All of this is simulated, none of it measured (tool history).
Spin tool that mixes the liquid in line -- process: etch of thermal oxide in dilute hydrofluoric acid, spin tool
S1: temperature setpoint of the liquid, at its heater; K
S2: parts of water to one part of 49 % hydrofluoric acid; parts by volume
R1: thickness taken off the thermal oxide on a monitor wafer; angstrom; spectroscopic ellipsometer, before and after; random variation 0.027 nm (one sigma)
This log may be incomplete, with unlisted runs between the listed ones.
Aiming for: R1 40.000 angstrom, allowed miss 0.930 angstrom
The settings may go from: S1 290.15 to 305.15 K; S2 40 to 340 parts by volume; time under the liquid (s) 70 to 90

Run 1, hour 0.0: S1 297.15 K, S2 190 parts by volume, time under the liquid (s) 90. Result: R1 20.850 angstrom.
Run 2, hour 4.9: S1 299.15 K, S2 175 parts by volume, time under the liquid (s) 90. Result: R1 24.712 angstrom.
Run 3, hour 9.3: S1 300.65 K, S2 165 parts by volume, time under the liquid (s) 90. Result: R1 27.881 angstrom.
Run 4, hour 13.1: S1 300.65 K, S2 105 parts by volume, time under the liquid (s) 90. Result: R1 48.025 angstrom.
Run 5, hour 18.3: S1 300.65 K, S2 105 parts by volume, time under the liquid (s) 90. Result: R1 47.888 angstrom.
Run 6, hour 25.6: S1 300.65 K, S2 40 parts by volume, time under the liquid (s) 90. Result: R1 136.000 angstrom.
Run 7, hour 26.9: S1 301.65 K, S2 60 parts by volume, time under the liquid (s) 90. Result: R1 92.304 angstrom.
Run 8, hour 28.3: S1 302.15 K, S2 75 parts by volume, time under the liquid (s) 90. Result: R1 73.511 angstrom.
Run 9, hour 31.1: S1 302.65 K, S2 85 parts by volume, time under the liquid (s) 90. Result: R1 65.649 angstrom.
Run 10, hour 34.4: S1 303.15 K, S2 95 parts by volume, time under the liquid (s) 90. Result: R1 58.767 angstrom.
Run 11, hour 42.4: S1 303.15 K, S2 105 parts by volume, time under the liquid (s) 90. Result: R1 52.000 angstrom.
Run 12, hour 47.7: S1 303.15 K, S2 110 parts by volume, time under the liquid (s) 90. Result: R1 49.201 angstrom.

5 candidate next runs follow, results not yet known. Just one meets every target within its allowed miss. Identify it.
Run A, hour 53.0: S1 297.65 K, S2 110 parts by volume, time under the liquid (s) 90. Result: R1 ?.
Run B, hour 53.0: S1 304.65 K, S2 90 parts by volume, time under the liquid (s) 85. Result: R1 ?.
Run C, hour 53.0: S1 302.15 K, S2 110 parts by volume, time under the liquid (s) 70. Result: R1 ?.
Run D, hour 53.0: S1 302.65 K, S2 125 parts by volume, time under the liquid (s) 80. Result: R1 ?.
Run E, hour 53.0: S1 303.15 K, S2 100 parts by volume, time under the liquid (s) 70. Result: R1 ?.

move      R1
   A  40.143
   B  62.203
   C  37.133
   D  37.326
   E  42.979
A: every result within its allowed miss
B: misses by more than the last run did
C: the result that was furthest off in the last run now lies on the other side of its target
D: the result that was furthest off in the last run now lies on the other side of its target
E: better than the last run, though not everything is in spec
A is the move that brings every result within its allowed miss.
